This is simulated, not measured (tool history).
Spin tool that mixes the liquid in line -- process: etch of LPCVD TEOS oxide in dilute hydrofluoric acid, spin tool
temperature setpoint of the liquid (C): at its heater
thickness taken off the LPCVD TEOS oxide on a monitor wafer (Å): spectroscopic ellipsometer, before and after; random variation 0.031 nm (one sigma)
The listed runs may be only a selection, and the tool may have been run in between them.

run	hour	temperature setpoint of the liquid (C)	parts of water to one part of 49 % hydrofluoric acid (parts by volume)	time under the liquid (s)	thickness taken off the LPCVD TEOS oxide on a monitor wafer (Å)
1	0.0	21.0	255	60	47.158
2	6.3	22.0	255	60	48.822
3	10.0	22.0	200	60	66.188
4	11.9	23.5	200	60	69.638
5	12.9	20.5	200	60	62.071
6	21.8	19.5	200	60	59.774
7	23.5	19.0	200	60	58.601
8	31.8	18.5	200	60	57.778

Estimate the outcome of run 9 from the log above:
9	40.0	18.0	200	60	?

Run 9 yielded thickness taken off the LPCVD TEOS oxide on a monitor wafer (Å) 56.588.

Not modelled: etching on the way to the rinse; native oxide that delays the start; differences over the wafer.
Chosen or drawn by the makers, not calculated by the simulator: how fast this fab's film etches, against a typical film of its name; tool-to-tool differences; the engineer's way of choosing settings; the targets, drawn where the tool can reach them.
